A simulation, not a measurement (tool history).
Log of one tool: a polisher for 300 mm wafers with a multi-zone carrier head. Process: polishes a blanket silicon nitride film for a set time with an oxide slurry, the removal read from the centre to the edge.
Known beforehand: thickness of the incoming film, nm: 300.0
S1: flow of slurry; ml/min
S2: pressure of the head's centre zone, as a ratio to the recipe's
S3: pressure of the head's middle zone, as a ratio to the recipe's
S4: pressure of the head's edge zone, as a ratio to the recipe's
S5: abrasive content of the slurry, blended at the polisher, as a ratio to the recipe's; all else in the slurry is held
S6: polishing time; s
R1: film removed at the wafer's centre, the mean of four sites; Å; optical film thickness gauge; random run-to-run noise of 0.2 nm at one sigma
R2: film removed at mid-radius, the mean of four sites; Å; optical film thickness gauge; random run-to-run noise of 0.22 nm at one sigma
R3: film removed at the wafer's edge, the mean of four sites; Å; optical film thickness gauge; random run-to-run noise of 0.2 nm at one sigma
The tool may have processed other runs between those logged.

{"run": 1, "day": 0.0, "S1": 270, "S2": 1, "S3": 1, "S4": 1, "S5": 1, "S6": 35, "R1": 227.09, "R2": 226.86, "R3": 226.73}
{"run": 2, "day": 0.162, "S1": 270, "S2": 1, "S3": 1, "S4": 1, "S5": 0.85, "S6": 35, "R1": 216.84, "R2": 213.34, "R3": 214.32}
{"run": 3, "day": 0.375, "S1": 270, "S2": 1, "S3": 1, "S4": 1, "S5": 1, "S6": 35, "R1": 226.8, "R2": 227.88, "R3": 229.59}
{"run": 4, "day": 0.488, "S1": 265, "S2": 1.01, "S3": 0.95, "S4": 0.98, "S5": 0.85, "S6": 35, "R1": 220.16, "R2": 211.54, "R3": 208.23}
{"run": 5, "day": 0.671, "S1": 265, "S2": 1.03, "S3": 0.91, "S4": 1.03, "S5": 0.75, "S6": 34, "R1": 205.3, "R2": 190.49, "R3": 207.19}
{"run": 6, "day": 0.721, "S1": 265, "S2": 0.97, "S3": 0.91, "S4": 1.03, "S5": 0.75, "S6": 34, "R1": 190.59, "R2": 185.75, "R3": 202.97}
{"run": 7, "day": 0.838, "S1": 260, "S2": 1.07, "S3": 0.81, "S4": 0.93, "S5": 0.5, "S6": 34, "R1": 181.4, "R2": 149.37, "R3": 169.49}

What will run 8 give?
{"run": 8, "day": 0.983, "S1": 270, "S2": 1.09, "S3": 0.82, "S4": 0.94, "S5": 0.5, "S6": 34, "R1": "?", "R2": "?", "R3": "?"}

{"run 8": {"R1": 185.41, "R2": 151.71, "R3": 171.37}}
